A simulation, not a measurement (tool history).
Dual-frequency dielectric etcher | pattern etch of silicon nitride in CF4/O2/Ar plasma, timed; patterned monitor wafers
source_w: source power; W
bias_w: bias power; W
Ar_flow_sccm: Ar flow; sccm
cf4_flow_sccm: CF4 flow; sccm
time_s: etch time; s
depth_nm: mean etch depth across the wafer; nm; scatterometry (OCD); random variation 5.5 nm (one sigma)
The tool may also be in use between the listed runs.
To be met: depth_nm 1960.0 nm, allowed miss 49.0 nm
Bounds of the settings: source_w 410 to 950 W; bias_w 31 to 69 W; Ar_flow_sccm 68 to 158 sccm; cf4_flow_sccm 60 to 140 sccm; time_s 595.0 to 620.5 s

run  hour  source_w  bias_w  Ar_flow_sccm  cf4_flow_sccm  time_s  depth_nm
  1   0.0       680      50           113            100   595.0    1421.1
  2   6.3       740      51           113            100   595.0    1576.7
  3  13.2       780      51           113            100   595.0    1660.2
  4  18.9       780      56           113            100   595.0    1726.8
  5  26.1       780      56           113             93   595.0    1705.1
  6  33.9       800      56           113             93   595.0    1749.3
  7  38.3       820      56           113             93   595.0    1792.4
  8  39.4       840      56           113             93   595.0    1853.0
  9  40.9       850      56           113             93   595.0    1864.8
 10  42.9       860      56           113             93   595.0    1882.9
 11  50.6       870      56           113             93   595.0    1898.6

Which of these 5 next moves meets every target?
  A  58.3       880      60            97             97   614.5         ?
  B  58.3       810      56           106             99   604.0         ?
  C  58.3       950      44            84             98   614.5         ?
  D  58.3       920      47           115            103   616.0         ?
  E  58.3       920      57           118            100   603.5         ?

move  depth_nm
   A    2088.0
   B    1829.0
   C    2048.8
   D    1984.8
   E    2072.7
A: takes the result that was furthest off past its target
B: further off than the last run
C: takes the result that was furthest off past its target
D: meets every target
E: takes the result that was furthest off past its target
The right move is D.

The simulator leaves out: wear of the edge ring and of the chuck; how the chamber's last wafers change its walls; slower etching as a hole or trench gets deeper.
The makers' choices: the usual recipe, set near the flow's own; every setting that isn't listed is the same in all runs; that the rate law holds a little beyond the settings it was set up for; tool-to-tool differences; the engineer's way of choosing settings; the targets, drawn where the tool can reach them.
